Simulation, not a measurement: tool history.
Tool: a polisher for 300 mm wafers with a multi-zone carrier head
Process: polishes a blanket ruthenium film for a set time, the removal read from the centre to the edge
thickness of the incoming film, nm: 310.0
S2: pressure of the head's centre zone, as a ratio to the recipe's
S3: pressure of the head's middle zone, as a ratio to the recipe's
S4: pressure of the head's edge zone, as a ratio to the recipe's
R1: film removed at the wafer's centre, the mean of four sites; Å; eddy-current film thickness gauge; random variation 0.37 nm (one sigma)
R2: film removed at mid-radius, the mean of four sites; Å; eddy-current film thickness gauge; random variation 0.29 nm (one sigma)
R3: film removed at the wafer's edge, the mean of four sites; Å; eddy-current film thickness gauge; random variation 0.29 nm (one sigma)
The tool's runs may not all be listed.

run 1 hour=0.0 | flow_of_slurry_(ml/min)=320 S2=1.00 S3=1.00 S4=1.00 polishing_time_(s)=39 | R1=581.61 R2=595.81 R3=593.50
run 2 hour=0.8 | flow_of_slurry_(ml/min)=320 S2=1.00 S3=1.00 S4=0.97 polishing_time_(s)=39 | R1=589.15 R2=600.08 R3=597.61
run 3 hour=7.4 | flow_of_slurry_(ml/min)=320 S2=0.92 S3=1.00 S4=0.97 polishing_time_(s)=39 | R1=538.99 R2=605.55 R3=589.01
run 4 hour=9.3 | flow_of_slurry_(ml/min)=315 S2=0.91 S3=0.98 S4=0.95 polishing_time_(s)=38 | R1=525.46 R2=575.42 R3=572.33
run 5 hour=16.4 | flow_of_slurry_(ml/min)=315 S2=0.94 S3=0.98 S4=0.95 polishing_time_(s)=38 | R1=537.13 R2=573.20 R3=569.90
run 6 hour=19.4 | flow_of_slurry_(ml/min)=310 S2=0.92 S3=0.97 S4=0.93 polishing_time_(s)=37 | R1=510.70 R2=554.06 R3=546.93
run 7 hour=27.3 | flow_of_slurry_(ml/min)=310 S2=0.92 S3=0.97 S4=0.93 polishing_time_(s)=37 | R1=505.84 R2=554.08 R3=546.56

Forecast run 8:
run 8 hour=33.4 | flow_of_slurry_(ml/min)=300 S2=0.91 S3=0.95 S4=0.91 polishing_time_(s)=37 | R1=? R2=? R3=?

Run 8 gave R1 501.51 Å, R2 542.28 Å, R3 538.74 Å.

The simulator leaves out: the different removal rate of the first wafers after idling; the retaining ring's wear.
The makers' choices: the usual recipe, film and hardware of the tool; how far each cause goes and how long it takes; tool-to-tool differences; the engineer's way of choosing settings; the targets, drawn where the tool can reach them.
